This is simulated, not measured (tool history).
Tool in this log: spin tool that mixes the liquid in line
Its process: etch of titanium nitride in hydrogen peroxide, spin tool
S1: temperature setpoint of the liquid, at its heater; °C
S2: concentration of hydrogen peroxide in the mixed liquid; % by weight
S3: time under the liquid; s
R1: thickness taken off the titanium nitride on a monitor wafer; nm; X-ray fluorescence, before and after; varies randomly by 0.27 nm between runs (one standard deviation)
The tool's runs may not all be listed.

{"run": 1, "hour": 0.0, "S1": 48, "S2": 16, "S3": 290, "R1": 18.541}
{"run": 2, "hour": 6.8, "S1": 48, "S2": 13.5, "S3": 290, "R1": 17.819}
{"run": 3, "hour": 13.6, "S1": 49.5, "S2": 13.5, "S3": 290, "R1": 19.749}
{"run": 4, "hour": 15.5, "S1": 43.5, "S2": 13.5, "S3": 290, "R1": 12.704}
{"run": 5, "hour": 16.5, "S1": 46, "S2": 13.5, "S3": 290, "R1": 15.106}
{"run": 6, "hour": 20.0, "S1": 41.5, "S2": 13.5, "S3": 290, "R1": 11.091}
{"run": 7, "hour": 23.0, "S1": 44.5, "S2": 13.5, "S3": 290, "R1": 13.77}
{"run": 8, "hour": 27.0, "S1": 46.5, "S2": 13.5, "S3": 290, "R1": 16.083}
{"run": 9, "hour": 34.6, "S1": 48, "S2": 13.5, "S3": 290, "R1": 17.847}
{"run": 10, "hour": 40.0, "S1": 49.5, "S2": 13.5, "S3": 290, "R1": 19.714}
{"run": 11, "hour": 43.1, "S1": 50.5, "S2": 13.5, "S3": 290, "R1": 21.014}
{"run": 12, "hour": 50.9, "S1": 51.5, "S2": 13.5, "S3": 290, "R1": 22.65}
{"run": 13, "hour": 54.6, "S1": 52, "S2": 13.5, "S3": 290, "R1": 23.628}
{"run": 14, "hour": 55.9, "S1": 52.5, "S2": 13.5, "S3": 290, "R1": 24.769}
{"run": 15, "hour": 59.7, "S1": 53, "S2": 13.5, "S3": 290, "R1": 25.292}
{"run": 16, "hour": 60.5, "S1": 53, "S2": 13.5, "S3": 290, "R1": 25.783}

Predict the results of run 17:
{"run": 17, "hour": 61.1, "S1": 53.5, "S2": 13.5, "S3": 290, "R1": "?"}

R1: 25.977 nm

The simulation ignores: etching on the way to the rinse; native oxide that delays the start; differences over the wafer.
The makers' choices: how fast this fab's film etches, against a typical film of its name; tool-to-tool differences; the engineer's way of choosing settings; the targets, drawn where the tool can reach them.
